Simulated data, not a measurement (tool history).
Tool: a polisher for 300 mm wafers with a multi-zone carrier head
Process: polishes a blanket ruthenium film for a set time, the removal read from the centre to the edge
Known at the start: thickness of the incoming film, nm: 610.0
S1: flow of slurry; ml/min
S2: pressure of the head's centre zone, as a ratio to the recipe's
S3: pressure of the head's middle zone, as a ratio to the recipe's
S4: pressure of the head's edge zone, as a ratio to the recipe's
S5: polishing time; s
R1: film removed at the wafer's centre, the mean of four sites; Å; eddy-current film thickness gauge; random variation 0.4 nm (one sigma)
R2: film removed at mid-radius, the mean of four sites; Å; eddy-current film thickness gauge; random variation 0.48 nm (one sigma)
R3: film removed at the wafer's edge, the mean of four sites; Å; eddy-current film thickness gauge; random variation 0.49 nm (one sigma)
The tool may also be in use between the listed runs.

| run | hour | S1 | S2 | S3 | S4 | S5 | R1 | R2 | R3 |
|---|---|---|---|---|---|---|---|---|---|
| 1 | 0 | 240 | 1 | 1 | 1 | 47 | 626.28 | 631.56 | 647.35 |
| 2 | 6.6 | 240 | 0.94 | 1 | 1 | 47 | 586.04 | 637.69 | 629.49 |
| 3 | 7.3 | 240 | 0.94 | 0.99 | 0.97 | 43 | 533.11 | 580.68 | 584.28 |
| 4 | 14.1 | 240 | 0.94 | 0.99 | 0.97 | 33 | 407.49 | 446.41 | 451.73 |
| 5 | 19 | 245 | 0.96 | 1 | 0.95 | 31 | 400.22 | 423.47 | 420.64 |
| 6 | 24.6 | 245 | 0.96 | 1 | 0.98 | 31 | 394.88 | 425.35 | 424.06 |
| 7 | 30.1 | 250 | 0.97 | 1.01 | 0.97 | 30 | 389.39 | 411.4 | 405 |

Forecast run 8:
| 8 | 31.7 | 250 | 0.97 | 1.01 | 0.97 | 29 | ? | ? | ? |

Run 8 gave R1 376.63 Å, R2 398.99 Å, R3 387.65 Å.

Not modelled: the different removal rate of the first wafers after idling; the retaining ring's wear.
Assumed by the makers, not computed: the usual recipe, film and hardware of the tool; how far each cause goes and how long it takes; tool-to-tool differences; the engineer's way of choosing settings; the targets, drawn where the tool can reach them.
